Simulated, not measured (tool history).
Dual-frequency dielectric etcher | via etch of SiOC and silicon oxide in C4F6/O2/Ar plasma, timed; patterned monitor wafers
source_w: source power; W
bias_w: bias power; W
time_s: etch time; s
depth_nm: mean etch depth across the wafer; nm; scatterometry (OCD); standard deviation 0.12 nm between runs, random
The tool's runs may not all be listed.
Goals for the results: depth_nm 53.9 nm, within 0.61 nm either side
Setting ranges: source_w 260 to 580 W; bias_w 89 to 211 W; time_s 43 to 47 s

run 1 hour=0 | source_w=420 bias_w=150 time_s=47 | depth_nm=48.219
run 2 hour=4.7 | source_w=460 bias_w=151 time_s=47 | depth_nm=50.989
run 3 hour=6.5 | source_w=460 bias_w=163 time_s=47 | depth_nm=52.37
run 4 hour=8.2 | source_w=460 bias_w=149 time_s=47 | depth_nm=50.553
run 5 hour=9.2 | source_w=480 bias_w=149 time_s=47 | depth_nm=51.766
run 6 hour=12.3 | source_w=480 bias_w=149 time_s=47 | depth_nm=51.84
run 7 hour=14.2 | source_w=490 bias_w=149 time_s=47 | depth_nm=52.217
run 8 hour=17.8 | source_w=500 bias_w=149 time_s=47 | depth_nm=53.118

Which of these 5 next moves meets every target?
run A hour=21.4 | source_w=530 bias_w=180 time_s=43.5 | depth_nm=?
run B hour=21.4 | source_w=550 bias_w=158 time_s=43 | depth_nm=?
run C hour=21.4 | source_w=550 bias_w=143 time_s=45 | depth_nm=?
run D hour=21.4 | source_w=450 bias_w=195 time_s=45 | depth_nm=?
run E hour=21.4 | source_w=500 bias_w=163 time_s=45 | depth_nm=?

move=A depth_nm=53.834
move=B depth_nm=51.774
move=C depth_nm=52.348
move=D depth_nm=52.782
move=E depth_nm=52.23
A: meets every target
B: lands further from the targets than the last run did
C: lands further from the targets than the last run did
D: lands further from the targets than the last run did
E: lands further from the targets than the last run did
The move that meets every target is A.
